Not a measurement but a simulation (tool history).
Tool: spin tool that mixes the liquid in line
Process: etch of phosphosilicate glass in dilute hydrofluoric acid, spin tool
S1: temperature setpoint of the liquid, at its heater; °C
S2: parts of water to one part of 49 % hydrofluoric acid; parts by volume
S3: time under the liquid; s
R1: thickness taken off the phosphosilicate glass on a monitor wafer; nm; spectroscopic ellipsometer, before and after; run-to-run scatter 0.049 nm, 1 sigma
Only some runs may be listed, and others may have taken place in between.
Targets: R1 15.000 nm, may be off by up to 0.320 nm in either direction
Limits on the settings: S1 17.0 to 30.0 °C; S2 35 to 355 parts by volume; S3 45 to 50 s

Run 1, hour 0.0: S1 22.0 °C, S2 195 parts by volume, S3 45 s. Result: R1 29.432 nm.
Run 2, hour 1.4: S1 21.0 °C, S2 210 parts by volume, S3 45 s. Result: R1 25.919 nm.
Run 3, hour 4.2: S1 21.0 °C, S2 210 parts by volume, S3 50 s. Result: R1 28.825 nm.
Run 4, hour 12.0: S1 24.5 °C, S2 210 parts by volume, S3 50 s. Result: R1 32.768 nm.
Run 5, hour 18.1: S1 23.0 °C, S2 225 parts by volume, S3 50 s. Result: R1 28.479 nm.
Run 6, hour 25.7: S1 22.0 °C, S2 240 parts by volume, S3 50 s. Result: R1 25.343 nm.
Run 7, hour 34.3: S1 21.0 °C, S2 250 parts by volume, S3 50 s. Result: R1 23.201 nm.
Run 8, hour 39.1: S1 20.5 °C, S2 260 parts by volume, S3 50 s. Result: R1 21.731 nm.

4 candidate next runs follow, results not yet known. Just one meets every target within its allowed miss. Identify it.
Run A, hour 43.9: S1 20.5 °C, S2 305 parts by volume, S3 45 s. Result: R1 ?.
Run B, hour 43.9: S1 19.0 °C, S2 290 parts by volume, S3 45 s. Result: R1 ?.
Run C, hour 43.9: S1 20.5 °C, S2 320 parts by volume, S3 45 s. Result: R1 ?.
Run D, hour 43.9: S1 19.5 °C, S2 300 parts by volume, S3 45 s. Result: R1 ?.

move      R1
   A  15.926
   B  16.067
   C  14.978
   D  15.682
A: nearer the targets than the last run, but a result is still out of spec
B: nearer the targets than the last run, but a result is still out of spec
C: hits every target within its allowed miss
D: nearer the targets than the last run, but a result is still out of spec
C meets every target.
